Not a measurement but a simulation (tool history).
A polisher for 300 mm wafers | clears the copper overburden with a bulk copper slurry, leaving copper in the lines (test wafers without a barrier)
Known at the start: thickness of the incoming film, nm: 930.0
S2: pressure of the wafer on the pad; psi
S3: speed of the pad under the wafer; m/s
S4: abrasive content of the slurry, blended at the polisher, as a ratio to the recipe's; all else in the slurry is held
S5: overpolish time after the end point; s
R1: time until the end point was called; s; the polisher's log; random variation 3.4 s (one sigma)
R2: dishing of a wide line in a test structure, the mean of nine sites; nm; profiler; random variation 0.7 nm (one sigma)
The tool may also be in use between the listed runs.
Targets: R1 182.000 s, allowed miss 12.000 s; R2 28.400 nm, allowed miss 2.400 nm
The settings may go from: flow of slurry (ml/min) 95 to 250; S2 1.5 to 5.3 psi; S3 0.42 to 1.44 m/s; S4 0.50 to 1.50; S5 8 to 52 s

Run 1, hour 0.0: flow of slurry (ml/min) 160, S2 3.4 psi, S3 0.92 m/s, S4 1.00, S5 26 s. Result: R1 91.577 s, R2 116.620 nm.
Run 2, hour 8.3: flow of slurry (ml/min) 160, S2 3.4 psi, S3 0.70 m/s, S4 1.00, S5 26 s. Result: R1 121.010 s, R2 98.713 nm.
Run 3, hour 14.7: flow of slurry (ml/min) 180, S2 3.0 psi, S3 0.66 m/s, S4 1.10, S5 22 s. Result: R1 135.840 s, R2 81.808 nm.
Run 4, hour 20.5: flow of slurry (ml/min) 195, S2 2.7 psi, S3 0.64 m/s, S4 1.20, S5 19 s. Result: R1 154.910 s, R2 67.050 nm.
Run 5, hour 23.7: flow of slurry (ml/min) 210, S2 2.7 psi, S3 0.64 m/s, S4 1.20, S5 19 s. Result: R1 149.790 s, R2 67.606 nm.
At hour 29.5: slurry blender recalibrated.
Run 6, hour 29.5: flow of slurry (ml/min) 210, S2 2.7 psi, S3 0.64 m/s, S4 1.10, S5 19 s. Result: R1 148.870 s, R2 71.782 nm.
Run 7, hour 32.6: flow of slurry (ml/min) 220, S2 2.5 psi, S3 0.64 m/s, S4 1.20, S5 17 s. Result: R1 150.670 s, R2 64.147 nm.
Run 8, hour 38.9: flow of slurry (ml/min) 225, S2 2.3 psi, S3 0.62 m/s, S4 1.25, S5 15 s. Result: R1 167.910 s, R2 52.719 nm.
Run 9, hour 39.9: flow of slurry (ml/min) 225, S2 2.3 psi, S3 0.62 m/s, S4 1.25, S5 15 s. Result: R1 163.350 s, R2 52.251 nm.
Run 10, hour 48.2: flow of slurry (ml/min) 230, S2 1.5 psi, S3 0.64 m/s, S4 1.30, S5 8 s. Result: R1 239.540 s, R2 22.708 nm.
Run 11, hour 53.5: flow of slurry (ml/min) 230, S2 1.6 psi, S3 0.66 m/s, S4 1.30, S5 8 s. Result: R1 219.200 s, R2 23.795 nm.

5 next moves are on the table. One of them brings every result within its allowed miss. Which?
Run A, hour 58.8: flow of slurry (ml/min) 240, S2 1.6 psi, S3 0.78 m/s, S4 1.35, S5 8 s. Result: R1 ?, R2 ?.
Run B, hour 58.8: flow of slurry (ml/min) 230, S2 1.5 psi, S3 0.56 m/s, S4 1.30, S5 11 s. Result: R1 ?, R2 ?.
Run C, hour 58.8: flow of slurry (ml/min) 250, S2 1.6 psi, S3 0.52 m/s, S4 1.30, S5 13 s. Result: R1 ?, R2 ?.
Run D, hour 58.8: flow of slurry (ml/min) 240, S2 2.0 psi, S3 0.72 m/s, S4 1.20, S5 9 s. Result: R1 ?, R2 ?.
Run E, hour 58.8: flow of slurry (ml/min) 220, S2 1.5 psi, S3 0.64 m/s, S4 1.40, S5 8 s. Result: R1 ?, R2 ?.

move       R1      R2
   A  179.530  28.328
   B  265.310  26.496
   C  265.400  30.789
   D  160.740  34.980
   E  231.420  22.499
A: meets every target
B: further off than the last run
C: further off than the last run
D: takes the result that was furthest off past its target
E: further off than the last run
Move A is the one to make.
